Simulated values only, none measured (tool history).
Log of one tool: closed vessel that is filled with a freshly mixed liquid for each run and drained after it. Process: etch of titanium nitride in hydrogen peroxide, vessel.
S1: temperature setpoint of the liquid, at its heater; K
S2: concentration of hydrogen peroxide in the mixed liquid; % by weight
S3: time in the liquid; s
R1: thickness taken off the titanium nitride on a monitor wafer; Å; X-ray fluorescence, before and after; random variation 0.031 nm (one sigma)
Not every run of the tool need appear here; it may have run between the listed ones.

run	hour	S1	S2	S3	R1
1	0	316.15	19.5	490	71.963
2	2.5	316.15	19.5	520	76.668
3	3.7	315.15	19.5	520	70.525
4	10.9	314.15	19.5	520	65.411
# hour 13.8: new drum of peroxide connected
5	13.8	317.65	19.5	520	86.069
6	23	321.15	19.5	520	110.66

Run 7 comes next. What will it give?
7	26.3	319.15	19.5	520	?

Logged for run 7: R1 95.664 Å.
